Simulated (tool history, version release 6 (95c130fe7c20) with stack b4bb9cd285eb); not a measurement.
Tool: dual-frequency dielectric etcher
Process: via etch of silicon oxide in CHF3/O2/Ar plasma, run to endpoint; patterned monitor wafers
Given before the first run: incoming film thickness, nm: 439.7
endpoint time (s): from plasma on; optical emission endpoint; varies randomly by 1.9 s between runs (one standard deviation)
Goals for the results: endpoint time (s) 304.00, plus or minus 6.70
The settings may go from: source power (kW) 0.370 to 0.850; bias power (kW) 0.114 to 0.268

{"run": 1, "hour": 0.0, "source power (kW)": 0.61, "bias power (kW)": 0.191, "endpoint time (s)": 235.78}
{"run": 2, "hour": 1.9, "source power (kW)": 0.54, "bias power (kW)": 0.172, "endpoint time (s)": 261.55}
{"run": 3, "hour": 3.2, "source power (kW)": 0.49, "bias power (kW)": 0.168, "endpoint time (s)": 280.67}
{"run": 4, "hour": 4.2, "source power (kW)": 0.49, "bias power (kW)": 0.187, "endpoint time (s)": 273.92}
{"run": 5, "hour": 5.9, "source power (kW)": 0.46, "bias power (kW)": 0.186, "endpoint time (s)": 290.92}
{"run": 6, "hour": 13.7, "source power (kW)": 0.37, "bias power (kW)": 0.186, "endpoint time (s)": 357.7}
{"run": 7, "hour": 22.2, "source power (kW)": 0.39, "bias power (kW)": 0.187, "endpoint time (s)": 328.61}
{"hour": 26.9, "done": "source power generator calibrated"}
{"run": 8, "hour": 26.9, "source power (kW)": 0.4, "bias power (kW)": 0.188, "endpoint time (s)": 311.83}

Consider the 4 candidate settings below. Which is the only one whose results all fall within their allowed miss of target?
{"run": "A", "hour": 31.6, "source power (kW)": 0.41, "bias power (kW)": 0.198, "endpoint time (s)": "?"}
{"run": "B", "hour": 31.6, "source power (kW)": 0.41, "bias power (kW)": 0.256, "endpoint time (s)": "?"}
{"run": "C", "hour": 31.6, "source power (kW)": 0.4, "bias power (kW)": 0.184, "endpoint time (s)": "?"}
{"run": "D", "hour": 31.6, "source power (kW)": 0.45, "bias power (kW)": 0.18, "endpoint time (s)": "?"}

move=A endpoint_time_(s)=302.76
move=B endpoint_time_(s)=285.26
move=C endpoint_time_(s)=314.17
move=D endpoint_time_(s)=286.59
A: all results land within tolerance of their targets
B: carries the result that was furthest off beyond its target, to the other side
C: further off than the last run
D: carries the result that was furthest off beyond its target, to the other side
Go with A: it meets all targets.
